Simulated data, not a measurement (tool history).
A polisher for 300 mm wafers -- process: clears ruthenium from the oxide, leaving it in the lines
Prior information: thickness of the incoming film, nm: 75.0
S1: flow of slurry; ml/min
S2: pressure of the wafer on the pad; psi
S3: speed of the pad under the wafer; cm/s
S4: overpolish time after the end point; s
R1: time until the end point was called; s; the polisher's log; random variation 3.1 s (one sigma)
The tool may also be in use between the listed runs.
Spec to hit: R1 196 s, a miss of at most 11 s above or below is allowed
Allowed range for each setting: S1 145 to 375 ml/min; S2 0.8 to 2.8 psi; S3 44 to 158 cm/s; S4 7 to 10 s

Run 1, hour 0: S1 240 ml/min, S2 1.8 psi, S3 100 cm/s, S4 10 s. Result: R1 97.277 s.
Run 2, hour 4.1: S1 240 ml/min, S2 1.6 psi, S3 96 cm/s, S4 10 s. Result: R1 114.42 s.
Run 3, hour 8.2: S1 295 ml/min, S2 1.6 psi, S3 96 cm/s, S4 10 s. Result: R1 110.06 s.
Run 4, hour 13.4: S1 235 ml/min, S2 1.6 psi, S3 96 cm/s, S4 10 s. Result: R1 112.78 s.
Run 5, hour 14.3: S1 255 ml/min, S2 1.6 psi, S3 96 cm/s, S4 10 s. Result: R1 116.57 s.
Run 6, hour 21.9: S1 255 ml/min, S2 1.4 psi, S3 96 cm/s, S4 10 s. Result: R1 127.82 s.
Run 7, hour 24.8: S1 255 ml/min, S2 1.3 psi, S3 94 cm/s, S4 10 s. Result: R1 141.33 s.
Run 8, hour 29.4: S1 255 ml/min, S2 1.2 psi, S3 94 cm/s, S4 10 s. Result: R1 150.69 s.
Run 9, hour 36.8: S1 255 ml/min, S2 1.1 psi, S3 94 cm/s, S4 10 s. Result: R1 162.81 s.
Run 10, hour 39.6: S1 255 ml/min, S2 1 psi, S3 94 cm/s, S4 10 s. Result: R1 172.46 s.
Run 11, hour 45.5: S1 255 ml/min, S2 1 psi, S3 94 cm/s, S4 10 s. Result: R1 174.62 s.
Run 12, hour 53.6: S1 255 ml/min, S2 1 psi, S3 94 cm/s, S4 10 s. Result: R1 172.32 s.
Run 13, hour 55.9: S1 255 ml/min, S2 1 psi, S3 94 cm/s, S4 10 s. Result: R1 173.97 s.

Of the 4 settings listed for the next run, only one would bring every result within its allowed miss of target. Which one?
Run A, hour 58.2: S1 170 ml/min, S2 1.1 psi, S3 94 cm/s, S4 8 s. Result: R1 ?.
Run B, hour 58.2: S1 255 ml/min, S2 1 psi, S3 96 cm/s, S4 10 s. Result: R1 ?.
Run C, hour 58.2: S1 295 ml/min, S2 0.9 psi, S3 92 cm/s, S4 7 s. Result: R1 ?.
Run D, hour 58.2: S1 220 ml/min, S2 1.1 psi, S3 102 cm/s, S4 10 s. Result: R1 ?.

move      R1
   A  167.32
   B  170.37
   C  191.85
   D  150.04
A: misses by more than the last run did
B: misses by more than the last run did
C: all results in spec
D: misses by more than the last run did
Move C is the one to make.
